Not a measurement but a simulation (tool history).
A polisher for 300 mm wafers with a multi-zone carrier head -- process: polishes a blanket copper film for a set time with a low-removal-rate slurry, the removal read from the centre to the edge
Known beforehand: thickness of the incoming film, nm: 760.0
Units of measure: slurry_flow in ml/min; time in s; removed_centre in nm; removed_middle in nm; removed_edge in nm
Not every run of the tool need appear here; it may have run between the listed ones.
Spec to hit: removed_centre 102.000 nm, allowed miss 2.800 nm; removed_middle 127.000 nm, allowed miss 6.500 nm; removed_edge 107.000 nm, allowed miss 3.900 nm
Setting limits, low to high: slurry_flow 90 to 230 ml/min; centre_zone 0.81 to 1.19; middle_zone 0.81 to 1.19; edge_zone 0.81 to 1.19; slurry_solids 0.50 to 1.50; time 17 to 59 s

Run 1, hour 0.0: slurry_flow 150 ml/min, centre_zone 1.00, middle_zone 1.00, edge_zone 1.00, slurry_solids 1.00, time 38 s. Result: removed_centre 77.473 nm, removed_middle 79.552 nm, removed_edge 74.857 nm.
Run 2, hour 8.1: slurry_flow 150 ml/min, centre_zone 1.04, middle_zone 1.00, edge_zone 1.00, slurry_solids 1.00, time 38 s. Result: removed_centre 81.065 nm, removed_middle 80.302 nm, removed_edge 76.953 nm.
Run 3, hour 15.0: slurry_flow 155 ml/min, centre_zone 1.02, middle_zone 1.06, edge_zone 1.05, slurry_solids 1.15, time 40 s. Result: removed_centre 85.618 nm, removed_middle 91.126 nm, removed_edge 84.211 nm.
Run 4, hour 19.7: slurry_flow 140 ml/min, centre_zone 1.02, middle_zone 1.06, edge_zone 1.05, slurry_solids 1.15, time 40 s. Result: removed_centre 83.172 nm, removed_middle 87.385 nm, removed_edge 83.158 nm.
Run 5, hour 21.4: slurry_flow 160 ml/min, centre_zone 1.01, middle_zone 1.10, edge_zone 1.08, slurry_solids 1.25, time 41 s. Result: removed_centre 89.109 nm, removed_middle 97.305 nm, removed_edge 89.435 nm.
Run 6, hour 22.0: slurry_flow 175 ml/min, centre_zone 0.99, middle_zone 1.13, edge_zone 1.09, slurry_solids 1.35, time 42 s. Result: removed_centre 92.479 nm, removed_middle 105.810 nm, removed_edge 93.965 nm.
Run 7, hour 24.4: slurry_flow 185 ml/min, centre_zone 0.98, middle_zone 1.15, edge_zone 1.10, slurry_solids 1.40, time 43 s. Result: removed_centre 94.374 nm, removed_middle 114.890 nm, removed_edge 97.368 nm.
Run 8, hour 28.7: slurry_flow 190 ml/min, centre_zone 0.98, middle_zone 1.16, edge_zone 1.12, slurry_solids 1.45, time 43 s. Result: removed_centre 97.047 nm, removed_middle 113.700 nm, removed_edge 99.461 nm.
Run 9, hour 36.2: slurry_flow 195 ml/min, centre_zone 0.97, middle_zone 1.17, edge_zone 1.12, slurry_solids 1.45, time 44 s. Result: removed_centre 97.818 nm, removed_middle 117.880 nm, removed_edge 103.100 nm.

Exercise: of the 4 proposed moves below, exactly one satisfies all targets within the stated allowed misses. Which move is it?
Run A, hour 43.7: slurry_flow 195 ml/min, centre_zone 0.92, middle_zone 1.05, edge_zone 1.19, slurry_solids 1.20, time 45 s. Result: removed_centre ?, removed_middle ?, removed_edge ?.
Run B, hour 43.7: slurry_flow 185 ml/min, centre_zone 0.90, middle_zone 1.19, edge_zone 1.14, slurry_solids 1.45, time 47 s. Result: removed_centre ?, removed_middle ?, removed_edge ?.
Run C, hour 43.7: slurry_flow 185 ml/min, centre_zone 1.01, middle_zone 1.05, edge_zone 1.18, slurry_solids 1.45, time 42 s. Result: removed_centre ?, removed_middle ?, removed_edge ?.
Run D, hour 43.7: slurry_flow 230 ml/min, centre_zone 0.96, middle_zone 1.19, edge_zone 1.09, slurry_solids 1.50, time 45 s. Result: removed_centre ?, removed_middle ?, removed_edge ?.

move  removed_centre  removed_middle  removed_edge
   A          92.742         104.140       103.490
   B          97.099         124.140       108.380
   C          97.369          99.569        98.779
   D         103.450         123.450       104.510
A: its largest miss is bigger than the last run's
B: its largest miss is bigger than the last run's
C: its largest miss is bigger than the last run's
D: all results in spec
D is the move that brings every result within its allowed miss.

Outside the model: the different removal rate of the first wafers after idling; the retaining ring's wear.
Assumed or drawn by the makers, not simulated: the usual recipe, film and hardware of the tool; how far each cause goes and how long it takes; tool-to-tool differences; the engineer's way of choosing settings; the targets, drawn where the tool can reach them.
